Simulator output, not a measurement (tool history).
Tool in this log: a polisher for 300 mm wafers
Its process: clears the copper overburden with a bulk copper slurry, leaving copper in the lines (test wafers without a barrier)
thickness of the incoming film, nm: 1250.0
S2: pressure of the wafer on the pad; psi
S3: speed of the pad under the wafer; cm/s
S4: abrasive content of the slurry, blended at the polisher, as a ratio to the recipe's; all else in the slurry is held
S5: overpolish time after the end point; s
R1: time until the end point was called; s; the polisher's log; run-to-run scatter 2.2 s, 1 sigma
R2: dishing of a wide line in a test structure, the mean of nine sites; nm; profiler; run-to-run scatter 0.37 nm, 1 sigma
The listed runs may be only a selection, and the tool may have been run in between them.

Run 1, day 0.000: flow of slurry (ml/min) 125, S2 3.5 psi, S3 90 cm/s, S4 1.00, S5 16 s. Result: R1 129.61 s, R2 76.063 nm.
Run 2, day 0.192: flow of slurry (ml/min) 125, S2 3.3 psi, S3 90 cm/s, S4 1.00, S5 15 s. Result: R1 134.09 s, R2 71.289 nm.
Run 3, day 0.404: flow of slurry (ml/min) 125, S2 3.1 psi, S3 90 cm/s, S4 1.00, S5 14 s. Result: R1 140.87 s, R2 64.875 nm.
Run 4, day 0.483: flow of slurry (ml/min) 125, S2 3.1 psi, S3 68 cm/s, S4 1.00, S5 14 s. Result: R1 183.59 s, R2 52.185 nm.
Run 5, day 0.825: flow of slurry (ml/min) 125, S2 3.1 psi, S3 68 cm/s, S4 1.00, S5 20 s. Result: R1 182.05 s, R2 69.840 nm.
Run 6, day 1.017: flow of slurry (ml/min) 125, S2 2.3 psi, S3 68 cm/s, S4 1.00, S5 20 s. Result: R1 233.60 s, R2 57.931 nm.
Run 7, day 1.388: flow of slurry (ml/min) 135, S2 2.4 psi, S3 66 cm/s, S4 1.05, S5 18 s. Result: R1 224.43 s, R2 53.581 nm.
Run 8, day 1.600: flow of slurry (ml/min) 170, S2 1.6 psi, S3 84 cm/s, S4 1.30, S5 10 s. Result: R1 222.15 s, R2 33.892 nm.
Run 9, day 1.708: flow of slurry (ml/min) 175, S2 1.6 psi, S3 86 cm/s, S4 1.30, S5 9 s. Result: R1 218.26 s, R2 30.924 nm.
Run 10, day 1.925: flow of slurry (ml/min) 175, S2 1.6 psi, S3 88 cm/s, S4 1.30, S5 9 s. Result: R1 211.90 s, R2 31.932 nm.
Run 11, day 2.258: flow of slurry (ml/min) 175, S2 1.6 psi, S3 90 cm/s, S4 1.30, S5 9 s. Result: R1 205.24 s, R2 32.038 nm.
Run 12, day 2.388: flow of slurry (ml/min) 175, S2 1.6 psi, S3 92 cm/s, S4 1.30, S5 9 s. Result: R1 204.73 s, R2 33.723 nm.
Run 13, day 2.738: flow of slurry (ml/min) 175, S2 1.7 psi, S3 88 cm/s, S4 1.30, S5 9 s. Result: R1 197.98 s, R2 33.889 nm.
Run 14, day 2.933: flow of slurry (ml/min) 185, S2 1.6 psi, S3 88 cm/s, S4 1.40, S5 7 s. Result: R1 210.64 s, R2 27.483 nm.
Run 15, day 3.246: flow of slurry (ml/min) 185, S2 1.7 psi, S3 86 cm/s, S4 1.40, S5 7 s. Result: R1 203.49 s, R2 27.833 nm.

Estimate the outcome of run 16 from the log above:
Run 16, day 3.317: flow of slurry (ml/min) 185, S2 1.8 psi, S3 84 cm/s, S4 1.40, S5 7 s. Result: R1 ?, R2 ?.

R1: 202.89 s
R2: 28.678 nm
